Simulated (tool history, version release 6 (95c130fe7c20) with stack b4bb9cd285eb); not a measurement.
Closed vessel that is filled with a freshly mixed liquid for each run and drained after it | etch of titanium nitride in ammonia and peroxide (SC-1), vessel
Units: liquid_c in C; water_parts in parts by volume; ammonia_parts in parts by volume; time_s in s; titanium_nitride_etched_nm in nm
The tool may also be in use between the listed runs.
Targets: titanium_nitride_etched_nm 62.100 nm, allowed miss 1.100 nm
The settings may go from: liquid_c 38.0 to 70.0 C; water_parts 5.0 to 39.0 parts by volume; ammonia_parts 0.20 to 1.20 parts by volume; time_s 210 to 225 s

{"run": 1, "hour": 0.0, "liquid_c": 54.0, "water_parts": 21.5, "ammonia_parts": 0.75, "time_s": 210, "titanium_nitride_etched_nm": 22.884}
{"run": 2, "hour": 1.4, "liquid_c": 58.0, "water_parts": 21.5, "ammonia_parts": 0.75, "time_s": 210, "titanium_nitride_etched_nm": 30.217}
{"run": 3, "hour": 3.8, "liquid_c": 58.0, "water_parts": 21.5, "ammonia_parts": 0.75, "time_s": 225, "titanium_nitride_etched_nm": 32.158}
{"run": 4, "hour": 10.8, "liquid_c": 59.5, "water_parts": 21.5, "ammonia_parts": 0.75, "time_s": 225, "titanium_nitride_etched_nm": 35.425}
{"run": 5, "hour": 15.8, "liquid_c": 59.5, "water_parts": 21.5, "ammonia_parts": 0.75, "time_s": 210, "titanium_nitride_etched_nm": 33.053}
{"run": 6, "hour": 20.9, "liquid_c": 54.0, "water_parts": 21.5, "ammonia_parts": 0.75, "time_s": 210, "titanium_nitride_etched_nm": 22.687}
{"run": 7, "hour": 22.0, "liquid_c": 62.0, "water_parts": 21.5, "ammonia_parts": 0.75, "time_s": 210, "titanium_nitride_etched_nm": 38.611}
{"run": 8, "hour": 24.6, "liquid_c": 63.0, "water_parts": 21.5, "ammonia_parts": 0.75, "time_s": 210, "titanium_nitride_etched_nm": 41.439}
{"run": 9, "hour": 31.7, "liquid_c": 64.0, "water_parts": 21.5, "ammonia_parts": 0.75, "time_s": 210, "titanium_nitride_etched_nm": 44.069}
{"run": 10, "hour": 33.7, "liquid_c": 64.5, "water_parts": 21.5, "ammonia_parts": 0.75, "time_s": 210, "titanium_nitride_etched_nm": 45.51}
{"run": 11, "hour": 38.7, "liquid_c": 65.0, "water_parts": 21.5, "ammonia_parts": 0.75, "time_s": 210, "titanium_nitride_etched_nm": 47.027}
{"run": 12, "hour": 40.1, "liquid_c": 65.5, "water_parts": 21.5, "ammonia_parts": 0.75, "time_s": 210, "titanium_nitride_etched_nm": 48.903}
{"run": 13, "hour": 46.8, "liquid_c": 66.0, "water_parts": 21.5, "ammonia_parts": 0.75, "time_s": 210, "titanium_nitride_etched_nm": 50.01}
{"run": 14, "hour": 49.6, "liquid_c": 66.5, "water_parts": 21.5, "ammonia_parts": 0.75, "time_s": 210, "titanium_nitride_etched_nm": 52.062}
{"run": 15, "hour": 52.6, "liquid_c": 67.0, "water_parts": 21.5, "ammonia_parts": 0.75, "time_s": 210, "titanium_nitride_etched_nm": 53.415}
{"run": 16, "hour": 53.3, "liquid_c": 67.5, "water_parts": 21.5, "ammonia_parts": 0.75, "time_s": 210, "titanium_nitride_etched_nm": 55.629}
{"run": 17, "hour": 61.0, "liquid_c": 68.5, "water_parts": 21.5, "ammonia_parts": 0.75, "time_s": 210, "titanium_nitride_etched_nm": 58.391}
{"run": 18, "hour": 64.5, "liquid_c": 69.0, "water_parts": 21.5, "ammonia_parts": 0.75, "time_s": 210, "titanium_nitride_etched_nm": 61.133}

Which of these 4 next moves meets every target?
{"run": "A", "hour": 68.0, "liquid_c": 66.0, "water_parts": 16.5, "ammonia_parts": 0.8, "time_s": 210, "titanium_nitride_etched_nm": "?"}
{"run": "B", "hour": 68.0, "liquid_c": 69.5, "water_parts": 21.0, "ammonia_parts": 0.7, "time_s": 210, "titanium_nitride_etched_nm": "?"}
{"run": "C", "hour": 68.0, "liquid_c": 65.5, "water_parts": 16.5, "ammonia_parts": 0.8, "time_s": 220, "titanium_nitride_etched_nm": "?"}
{"run": "D", "hour": 68.0, "liquid_c": 66.5, "water_parts": 17.5, "ammonia_parts": 0.8, "time_s": 215, "titanium_nitride_etched_nm": "?"}

move=A titanium_nitride_etched_nm=58.488
move=B titanium_nitride_etched_nm=62.301
move=C titanium_nitride_etched_nm=59.363
move=D titanium_nitride_etched_nm=59.860
A: further off than the last run
B: meets every target
C: further off than the last run
D: further off than the last run
Answer: B

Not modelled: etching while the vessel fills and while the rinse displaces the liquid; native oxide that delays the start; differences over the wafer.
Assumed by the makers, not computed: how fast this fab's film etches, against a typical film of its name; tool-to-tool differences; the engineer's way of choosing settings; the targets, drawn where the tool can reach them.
